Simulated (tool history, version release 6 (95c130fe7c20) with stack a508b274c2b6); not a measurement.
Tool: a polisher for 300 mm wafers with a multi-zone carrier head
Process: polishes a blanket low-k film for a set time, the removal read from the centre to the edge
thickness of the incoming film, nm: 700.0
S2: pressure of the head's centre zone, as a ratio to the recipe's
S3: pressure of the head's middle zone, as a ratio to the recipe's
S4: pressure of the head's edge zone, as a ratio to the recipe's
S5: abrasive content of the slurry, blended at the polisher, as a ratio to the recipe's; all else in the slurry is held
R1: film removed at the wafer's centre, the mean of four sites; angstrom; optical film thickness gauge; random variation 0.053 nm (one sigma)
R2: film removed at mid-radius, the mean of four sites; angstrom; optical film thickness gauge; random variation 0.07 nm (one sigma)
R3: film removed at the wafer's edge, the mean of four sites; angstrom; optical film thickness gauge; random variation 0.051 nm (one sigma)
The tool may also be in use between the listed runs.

{"run": 1, "hour": 0.0, "flow of slurry (ml/min)": 250, "S2": 1, "S3": 1, "S4": 1, "S5": 1, "polishing time (s)": 53, "R1": 154.88, "R2": 154.33, "R3": 158.83}
{"run": 2, "hour": 3.8, "flow of slurry (ml/min)": 250, "S2": 0.93, "S3": 1, "S4": 1, "S5": 1, "polishing time (s)": 53, "R1": 148.26, "R2": 154.04, "R3": 158.08}
{"run": 3, "hour": 5.8, "flow of slurry (ml/min)": 250, "S2": 0.93, "S3": 1, "S4": 1, "S5": 0.9, "polishing time (s)": 53, "R1": 138.74, "R2": 141.6, "R3": 148.8}
{"run": 4, "hour": 13.8, "flow of slurry (ml/min)": 230, "S2": 0.89, "S3": 1, "S4": 0.99, "S5": 0.8, "polishing time (s)": 48, "R1": 111.55, "R2": 119.78, "R3": 124.51}
{"run": 5, "hour": 18.2, "flow of slurry (ml/min)": 230, "S2": 0.89, "S3": 0.96, "S4": 0.99, "S5": 0.8, "polishing time (s)": 48, "R1": 110.33, "R2": 116.12, "R3": 125.43}
{"run": 6, "hour": 20.6, "flow of slurry (ml/min)": 215, "S2": 0.88, "S3": 0.92, "S4": 0.95, "S5": 0.7, "polishing time (s)": 46, "R1": 94.928, "R2": 96.726, "R3": 105.6}
{"run": 7, "hour": 24.1, "flow of slurry (ml/min)": 195, "S2": 0.86, "S3": 0.9, "S4": 0.94, "S5": 0.65, "polishing time (s)": 46, "R1": 87.402, "R2": 88.61, "R3": 98.988}
{"run": 8, "hour": 32.4, "flow of slurry (ml/min)": 180, "S2": 0.84, "S3": 0.89, "S4": 0.93, "S5": 0.6, "polishing time (s)": 46, "R1": 79.882, "R2": 81.531, "R3": 90.716}
{"run": 9, "hour": 34.8, "flow of slurry (ml/min)": 175, "S2": 0.83, "S3": 0.89, "S4": 0.93, "S5": 0.6, "polishing time (s)": 46, "R1": 77.878, "R2": 83.251, "R3": 91.205}
{"run": 10, "hour": 39.9, "flow of slurry (ml/min)": 170, "S2": 0.83, "S3": 0.87, "S4": 0.92, "S5": 0.6, "polishing time (s)": 46, "R1": 77.577, "R2": 80.189, "R3": 89.682}
{"run": 11, "hour": 48.4, "flow of slurry (ml/min)": 165, "S2": 0.82, "S3": 0.86, "S4": 0.92, "S5": 0.6, "polishing time (s)": 46, "R1": 76.781, "R2": 79.953, "R3": 89.446}
{"run": 12, "hour": 56.1, "flow of slurry (ml/min)": 160, "S2": 0.82, "S3": 0.85, "S4": 0.92, "S5": 0.6, "polishing time (s)": 46, "R1": 76.634, "R2": 78.327, "R3": 90.567}
{"run": 13, "hour": 57.4, "flow of slurry (ml/min)": 155, "S2": 0.82, "S3": 0.85, "S4": 0.91, "S5": 0.6, "polishing time (s)": 46, "R1": 75.777, "R2": 79.396, "R3": 88.376}
{"run": 14, "hour": 61.4, "flow of slurry (ml/min)": 150, "S2": 0.81, "S3": 0.82, "S4": 0.9, "S5": 0.5, "polishing time (s)": 46, "R1": 63.251, "R2": 63.489, "R3": 74.661}
{"run": 15, "hour": 68.1, "flow of slurry (ml/min)": 150, "S2": 0.81, "S3": 0.82, "S4": 0.9, "S5": 0.5, "polishing time (s)": 46, "R1": 61.885, "R2": 63.964, "R3": 74.637}

Run 16 comes next. What will it give?
{"run": 16, "hour": 71.2, "flow of slurry (ml/min)": 150, "S2": 0.83, "S3": 0.85, "S4": 0.93, "S5": 0.5, "polishing time (s)": 46, "R1": "?", "R2": "?", "R3": "?"}

R1: 63.726 angstrom
R2: 66.473 angstrom
R3: 76.135 angstrom

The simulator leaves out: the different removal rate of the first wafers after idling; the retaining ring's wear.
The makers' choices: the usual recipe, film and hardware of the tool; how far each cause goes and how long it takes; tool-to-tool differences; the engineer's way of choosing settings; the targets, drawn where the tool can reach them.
